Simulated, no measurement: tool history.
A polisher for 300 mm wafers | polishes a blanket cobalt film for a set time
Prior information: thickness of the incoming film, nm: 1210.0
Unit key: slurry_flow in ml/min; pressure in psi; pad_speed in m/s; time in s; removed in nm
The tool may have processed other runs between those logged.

run    day  slurry_flow  pressure  pad_speed  time  removed
  1  0.000          240       1.6       1.16    39   176.57
  2  0.092          240       1.6       1.26    39   190.95
  3  0.275          205       1.6       1.26    39   186.00
  4  0.517          205       1.6       1.36    39   194.45
  5  0.646          225       1.7       1.36    39   212.54
  6  0.679          275       1.7       1.36    39   216.55
  7  0.746          275       1.8       1.36    39   225.62

Expected results for the next run?
  8  1.038          275       1.9       1.36    39        ?

{"run 8": {"removed": 239.37}}

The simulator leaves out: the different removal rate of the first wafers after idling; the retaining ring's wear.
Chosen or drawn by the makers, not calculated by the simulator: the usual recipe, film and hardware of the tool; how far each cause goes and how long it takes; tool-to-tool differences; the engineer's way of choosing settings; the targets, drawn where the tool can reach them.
